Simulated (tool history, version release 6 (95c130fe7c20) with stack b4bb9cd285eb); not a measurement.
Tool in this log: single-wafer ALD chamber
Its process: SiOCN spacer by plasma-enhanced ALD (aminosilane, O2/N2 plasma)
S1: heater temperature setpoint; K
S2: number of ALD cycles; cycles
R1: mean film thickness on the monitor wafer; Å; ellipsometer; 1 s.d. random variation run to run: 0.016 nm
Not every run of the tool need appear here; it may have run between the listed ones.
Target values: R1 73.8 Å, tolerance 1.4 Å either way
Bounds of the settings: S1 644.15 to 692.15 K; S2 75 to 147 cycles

run 1 hour=0 | S1=668.15 S2=111 | R1=62.005
run 2 hour=2.4 | S1=668.15 S2=117 | R1=65.488
run 3 hour=9 | S1=662.15 S2=117 | R1=65.555
run 4 hour=11.3 | S1=662.15 S2=121 | R1=67.72
run 5 hour=14.6 | S1=653.15 S2=121 | R1=67.675
run 6 hour=19.8 | S1=645.15 S2=121 | R1=67.579
run 7 hour=24.6 | S1=645.15 S2=124 | R1=69.234
run 8 hour=30.3 | S1=645.15 S2=126 | R1=70.195

Next run, 4 choices. One meets every target within its allowed miss, the rest don't. Which?
run A hour=36 | S1=644.15 S2=132 | R1=?
run B hour=36 | S1=659.15 S2=125 | R1=?
run C hour=36 | S1=644.15 S2=127 | R1=?
run D hour=36 | S1=644.15 S2=122 | R1=?

move=A R1=73.842
move=B R1=69.926
move=C R1=71.045
move=D R1=68.248
A: hits every target within its allowed miss
B: lands further from the targets than the last run did
C: nearer the targets than the last run, but a result is still out of spec
D: lands further from the targets than the last run did
The move that meets every target is A.
